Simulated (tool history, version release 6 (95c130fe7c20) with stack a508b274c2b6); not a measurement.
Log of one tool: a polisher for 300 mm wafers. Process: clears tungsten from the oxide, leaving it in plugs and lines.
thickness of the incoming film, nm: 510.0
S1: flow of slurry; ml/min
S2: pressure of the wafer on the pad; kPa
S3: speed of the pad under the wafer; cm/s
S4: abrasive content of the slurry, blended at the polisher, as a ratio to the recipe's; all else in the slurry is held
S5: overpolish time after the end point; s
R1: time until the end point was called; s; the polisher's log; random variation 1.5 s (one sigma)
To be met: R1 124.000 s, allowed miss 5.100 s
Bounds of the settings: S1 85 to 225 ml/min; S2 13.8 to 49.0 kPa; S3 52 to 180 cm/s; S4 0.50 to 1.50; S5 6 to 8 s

| run | hour | S1 | S2 | S3 | S4 | S5 | R1 |
|---|---|---|---|---|---|---|---|
| 1 | 0.0 | 145 | 31.0 | 116 | 1.00 | 8 | 70.857 |
| 2 | 5.9 | 145 | 31.0 | 116 | 0.90 | 8 | 71.515 |
| 3 | 10.6 | 145 | 29.0 | 116 | 0.90 | 8 | 77.668 |
| 4 | 13.3 | 145 | 29.0 | 100 | 0.90 | 8 | 87.507 |
| 5 | 16.4 | 145 | 29.0 | 110 | 0.90 | 8 | 79.716 |
| 6 | 25.2 | 145 | 29.0 | 120 | 0.90 | 8 | 74.190 |
| 7 | 28.1 | 145 | 26.9 | 120 | 0.90 | 8 | 78.923 |
| 8 | 29.0 | 145 | 25.5 | 120 | 0.90 | 8 | 82.303 |
| 9 | 33.6 | 145 | 24.1 | 120 | 0.90 | 8 | 89.320 |
| 10 | 34.2 | 145 | 23.4 | 120 | 0.90 | 8 | 91.685 |
| 11 | 35.8 | 145 | 22.8 | 120 | 0.90 | 8 | 95.252 |
| 12 | 40.9 | 145 | 22.1 | 120 | 0.90 | 8 | 98.984 |
| 13 | 43.3 | 145 | 22.1 | 120 | 0.90 | 8 | 98.294 |
| 14 | 51.0 | 135 | 14.5 | 118 | 0.90 | 8 | 148.170 |
| 15 | 54.2 | 140 | 14.5 | 118 | 0.90 | 8 | 146.960 |
| 16 | 55.9 | 160 | 20.0 | 118 | 0.90 | 8 | 106.370 |

Which of these 4 next moves meets every target?
| A | 57.6 | 155 | 19.3 | 104 | 0.95 | 6 | ? |
| B | 57.6 | 155 | 15.2 | 174 | 0.90 | 8 | ? |
| C | 57.6 | 150 | 13.8 | 136 | 0.75 | 6 | ? |
| D | 57.6 | 205 | 15.9 | 146 | 1.00 | 8 | ? |

| move | R1 |
|---|---|
| A | 123.410 |
| B | 95.052 |
| C | 138.270 |
| D | 101.320 |
A: meets every target
B: further off than the last run
C: takes the result that was furthest off past its target
D: further off than the last run
The right move is A.
